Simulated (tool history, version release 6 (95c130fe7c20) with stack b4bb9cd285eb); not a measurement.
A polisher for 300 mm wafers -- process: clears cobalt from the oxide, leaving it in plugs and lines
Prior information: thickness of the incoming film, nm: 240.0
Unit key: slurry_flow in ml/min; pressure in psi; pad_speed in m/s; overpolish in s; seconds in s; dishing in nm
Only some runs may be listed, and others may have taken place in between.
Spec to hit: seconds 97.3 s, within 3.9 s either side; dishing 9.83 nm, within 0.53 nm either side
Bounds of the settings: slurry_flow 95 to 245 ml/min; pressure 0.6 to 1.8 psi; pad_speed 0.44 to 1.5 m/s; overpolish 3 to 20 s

run  hour  slurry_flow  pressure  pad_speed  overpolish  seconds  dishing
  1     0          155       1.2       0.96          10   84.998   18.833
  2   5.1          160       1.2       0.96           8   82.954   15.398
  3  12.8          160       1.2       0.96          10   85.417   18.544
  4  13.7          160       1.2       0.74          10   107.25   15.244
  5  14.4          160       1.2       0.74          13   108.32   18.686
  6  18.8          160       1.2       0.54          13   147.63   15.232
  7  21.3          170       1.3       0.54          10   133.53   13.343
  8  22.1          155       1.4       0.56           8   126.73   11.971
  9  27.8          170       1.4       0.58           7   115.43   11.106
 10  31.8          215       1.4       0.58           5   113.58   8.7184
 11  33.5          215       1.5       0.58           5   107.43   9.0136

Which single option among these 4 for the next run brings every result within its allowed miss of target? Just one does.
  A  35.2          210       1.3       0.74           6        ?        ?
  B  35.2          220       1.6        0.5           6        ?        ?
  C  35.2          215       1.5       0.64           5        ?        ?
  D  35.2          220       1.7       0.64           5        ?        ?

move  seconds  dishing
   A    98.09   11.338
   B   115.72   9.8699
   C    97.77   9.7458
   D   86.262   10.833
A: the furthest-off result lands on target, but another misses its tolerance
B: the biggest miss grows against the last run
C: each result inside its tolerance
D: moves the result that the last run missed by most past its target, out the other side
The move that meets every target is C.

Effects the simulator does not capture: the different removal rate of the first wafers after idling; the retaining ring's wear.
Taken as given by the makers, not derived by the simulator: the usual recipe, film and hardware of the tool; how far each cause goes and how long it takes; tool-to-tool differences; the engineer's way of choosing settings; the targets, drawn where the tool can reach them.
